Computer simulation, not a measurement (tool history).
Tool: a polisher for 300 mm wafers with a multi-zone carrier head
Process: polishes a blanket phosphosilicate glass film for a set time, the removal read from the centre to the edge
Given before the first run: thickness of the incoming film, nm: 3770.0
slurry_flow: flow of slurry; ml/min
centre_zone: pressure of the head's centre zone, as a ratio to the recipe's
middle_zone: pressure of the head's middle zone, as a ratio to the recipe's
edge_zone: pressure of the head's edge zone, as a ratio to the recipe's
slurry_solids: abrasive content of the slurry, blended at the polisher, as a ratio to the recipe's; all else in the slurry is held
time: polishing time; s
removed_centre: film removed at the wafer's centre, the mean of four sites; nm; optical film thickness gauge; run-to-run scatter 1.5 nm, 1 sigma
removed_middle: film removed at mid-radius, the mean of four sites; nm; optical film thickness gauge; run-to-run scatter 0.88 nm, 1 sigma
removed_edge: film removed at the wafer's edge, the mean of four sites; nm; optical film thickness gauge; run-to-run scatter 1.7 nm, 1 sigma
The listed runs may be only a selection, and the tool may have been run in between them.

run,day,slurry_flow,centre_zone,middle_zone,edge_zone,slurry_solids,time,removed_centre,removed_middle,removed_edge
1,0.000,255,1.00,1.00,1.00,1.00,46,267.770,273.770,266.410
2,0.188,255,1.00,1.07,1.00,1.00,46,262.750,286.360,258.600
3,0.467,250,0.99,1.05,0.99,0.95,44,238.390,259.540,241.710
4,0.546,250,0.92,1.05,0.99,0.95,44,227.910,258.120,241.930
5,0.642,315,0.92,1.05,0.99,0.95,44,233.840,268.650,249.620
6,0.875,305,0.92,1.03,0.97,0.90,42,211.080,242.290,221.180
7,0.942,295,0.92,1.00,0.97,0.85,41,196.400,220.730,212.340
8,1.200,290,0.93,0.98,0.95,0.80,41,188.020,206.330,194.720
9,1.454,290,0.93,0.98,0.95,0.80,41,187.740,207.190,193.180
10,1.604,280,0.93,0.96,0.95,0.75,41,177.460,191.510,183.660
11,1.750,270,0.93,0.94,0.94,0.75,41,179.600,186.500,183.420
12,1.879,250,0.86,0.84,0.84,0.50,35,87.418,91.390,94.861
13,2.054,260,0.88,0.85,0.86,0.50,34,88.363,89.588,92.950
14,2.138,255,0.89,0.87,0.90,0.50,34,88.901,91.866,95.472
15,2.254,270,0.91,0.88,0.93,0.50,34,91.067,93.295,96.449
16,2.375,265,0.93,0.90,0.96,0.50,34,91.759,94.231,98.145
17,2.688,275,0.95,0.91,0.98,0.50,34,94.828,95.551,98.164
18,3.021,280,0.96,0.92,1.00,0.55,34,110.570,110.280,112.580
19,3.108,280,0.96,0.92,1.00,0.55,34,109.120,110.640,113.310
20,3.217,290,0.96,0.92,1.01,0.55,34,112.010,110.510,112.990
21,3.529,300,0.96,0.92,1.03,0.55,34,110.140,111.050,116.800
22,3.604,350,1.06,1.02,1.13,0.70,34,163.850,161.240,159.250
23,3.625,335,1.06,1.02,1.13,0.70,34,164.970,160.280,166.290
24,3.658,320,1.05,1.01,1.11,0.70,34,161.860,158.170,155.240

What does the tool deliver on the next run?
25,3.804,305,1.04,1.00,1.11,0.70,34,?,?,?

Run 25 came out at removed_centre 156.990 nm, removed_middle 154.180 nm, removed_edge 158.950 nm.
